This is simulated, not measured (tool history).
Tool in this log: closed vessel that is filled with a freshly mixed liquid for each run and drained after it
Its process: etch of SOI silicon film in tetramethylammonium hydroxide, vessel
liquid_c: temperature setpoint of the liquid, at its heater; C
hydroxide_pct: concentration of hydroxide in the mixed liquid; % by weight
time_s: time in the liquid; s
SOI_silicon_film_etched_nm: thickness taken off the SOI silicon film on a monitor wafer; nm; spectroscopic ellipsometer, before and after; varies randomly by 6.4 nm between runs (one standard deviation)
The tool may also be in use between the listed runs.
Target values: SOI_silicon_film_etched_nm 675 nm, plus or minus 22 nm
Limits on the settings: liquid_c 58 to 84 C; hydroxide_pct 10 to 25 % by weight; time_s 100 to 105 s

run,day,liquid_c,hydroxide_pct,time_s,SOI_silicon_film_etched_nm
1,0,71,19,100,538.17
2,0.308,72.5,19,100,594.65
3,0.679,68,19,100,463.7
4,0.717,70.5,19,100,526.06
5,0.858,65.5,19,100,393.26
6,1.058,65.5,16.5,100,413.06
7,1.288,68.5,16.5,100,490.96
8,1.525,70.5,16.5,100,567.84
9,1.729,71.5,16.5,100,600.87
10,1.912,72,16.5,100,611.04
11,2.062,72.5,16.5,100,617.55
12,2.229,73,16.5,100,647.16

Which one of the following 5 next-run settings gets every result inside its allowed miss? There is exactly one.
A,2.396,75.5,17.5,100,?
B,2.396,73.5,14.5,105,?
C,2.396,72.5,14,100,?
D,2.396,73,14,105,?
E,2.396,73.5,13.5,100,?

move,SOI_silicon_film_etched_nm
A,733.61
B,738.87
C,676.52
D,731.16
E,729.7
A: takes the result that was furthest off past its target
B: takes the result that was furthest off past its target
C: hits every target within its allowed miss
D: takes the result that was furthest off past its target
E: takes the result that was furthest off past its target
C is the move that brings every result within its allowed miss.
